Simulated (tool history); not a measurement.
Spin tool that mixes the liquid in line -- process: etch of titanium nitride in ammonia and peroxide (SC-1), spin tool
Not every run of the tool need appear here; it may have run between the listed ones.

run,day,temperature setpoint of the liquid (K),parts of water to one part of 30 % peroxide (parts by volume),parts of 29 % ammonia solution to one part of 30 % peroxide (parts by volume),time under the liquid (s),thickness taken off the titanium nitride on a monitor wafer (Å)
1,0.000,321.15,9.5,0.7,275,280.15
2,0.029,321.15,9.5,0.7,275,281.01
3,0.396,321.15,11.5,0.7,275,256.22
4,0.433,319.15,11.5,0.7,275,221.32
5,0.546,317.65,11.5,0.7,275,198.77
6,0.583,317.65,11.5,0.9,275,209.82
7,0.888,316.65,11.5,0.9,275,192.86

The next listed run, before its measurement:
8,1.042,315.65,11.5,0.9,275,?

thickness taken off the titanium nitride on a monitor wafer (Å): 179.23
